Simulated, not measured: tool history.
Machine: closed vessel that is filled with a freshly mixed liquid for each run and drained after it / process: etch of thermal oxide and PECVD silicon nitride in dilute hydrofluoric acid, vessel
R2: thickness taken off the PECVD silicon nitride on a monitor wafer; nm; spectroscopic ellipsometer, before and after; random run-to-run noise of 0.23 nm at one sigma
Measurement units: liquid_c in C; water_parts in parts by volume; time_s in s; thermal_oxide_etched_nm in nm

{"run": 1, "hour": 0.0, "liquid_c": 25.0, "water_parts": 175, "time_s": 485, "thermal_oxide_etched_nm": 13.204, "R2": 15.33}
{"run": 2, "hour": 5.6, "liquid_c": 25.0, "water_parts": 125, "time_s": 485, "thermal_oxide_etched_nm": 19.508, "R2": 21.203}
{"run": 3, "hour": 11.4, "liquid_c": 25.0, "water_parts": 170, "time_s": 485, "thermal_oxide_etched_nm": 13.549, "R2": 15.849}
{"run": 4, "hour": 20.3, "liquid_c": 25.0, "water_parts": 140, "time_s": 470, "thermal_oxide_etched_nm": 16.5, "R2": 18.96}
{"run": 5, "hour": 27.6, "liquid_c": 26.5, "water_parts": 140, "time_s": 470, "thermal_oxide_etched_nm": 17.427, "R2": 20.512}
{"run": 6, "hour": 35.0, "liquid_c": 23.5, "water_parts": 140, "time_s": 470, "thermal_oxide_etched_nm": 15.569, "R2": 16.979}
{"run": 7, "hour": 43.8, "liquid_c": 23.5, "water_parts": 120, "time_s": 460, "thermal_oxide_etched_nm": 18.255, "R2": 19.641}
{"hour": 47.5, "done": "thermometer replaced"}
{"run": 8, "hour": 47.5, "liquid_c": 23.5, "water_parts": 105, "time_s": 455, "thermal_oxide_etched_nm": 19.812, "R2": 19.97}
{"run": 9, "hour": 50.9, "liquid_c": 24.0, "water_parts": 95, "time_s": 445, "thermal_oxide_etched_nm": 22.029, "R2": 21.864}

Run 10 comes next. What will it give?
{"run": 10, "hour": 52.2, "liquid_c": 24.5, "water_parts": 90, "time_s": 435, "thermal_oxide_etched_nm": "?", "R2": "?"}

thermal_oxide_etched_nm: 23.543 nm
R2: 23.377 nm

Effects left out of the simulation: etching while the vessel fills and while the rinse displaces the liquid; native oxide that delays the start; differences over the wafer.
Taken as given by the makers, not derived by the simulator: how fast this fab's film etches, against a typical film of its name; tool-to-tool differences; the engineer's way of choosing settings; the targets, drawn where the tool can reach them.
